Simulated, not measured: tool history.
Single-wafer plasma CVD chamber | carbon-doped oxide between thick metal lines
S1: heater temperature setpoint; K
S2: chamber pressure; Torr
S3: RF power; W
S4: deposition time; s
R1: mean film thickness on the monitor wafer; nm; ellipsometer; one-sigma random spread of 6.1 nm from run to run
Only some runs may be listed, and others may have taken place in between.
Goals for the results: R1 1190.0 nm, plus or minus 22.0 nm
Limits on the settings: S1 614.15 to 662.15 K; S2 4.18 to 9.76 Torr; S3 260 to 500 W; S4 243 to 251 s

run	day	S1	S2	S3	S4	R1
1	0.000	638.15	6.97	380	243	1002.7
2	0.142	638.15	6.97	400	243	1038.6
3	0.433	648.15	6.97	400	243	1005.8
4	0.504	648.15	6.97	400	243	1017.8
5	0.667	646.15	7.17	415	243	1048.8
6	0.775	639.15	7.17	415	243	1078.1
7	0.875	636.15	7.40	420	243	1090.0
8	1.083	634.15	7.47	425	243	1102.7
9	1.242	633.15	7.51	430	243	1116.8
10	1.475	632.15	7.56	435	243	1141.3
11	1.829	631.15	7.62	435	243	1145.4
12	2.133	630.15	7.70	435	243	1147.4

Which of these 5 next moves meets every target?
A	2.438	632.15	6.57	420	251	?
B	2.438	639.15	8.22	470	251	?
C	2.438	633.15	7.42	415	243	?
D	2.438	627.15	8.06	405	243	?
E	2.438	635.15	6.98	450	250	?

move	R1
A	1119.3
B	1217.9
C	1081.8
D	1086.2
E	1173.6
A: lands further from the targets than the last run did
B: takes the result that was furthest off past its target
C: lands further from the targets than the last run did
D: lands further from the targets than the last run did
E: all results land within tolerance of their targets
The right move is E.
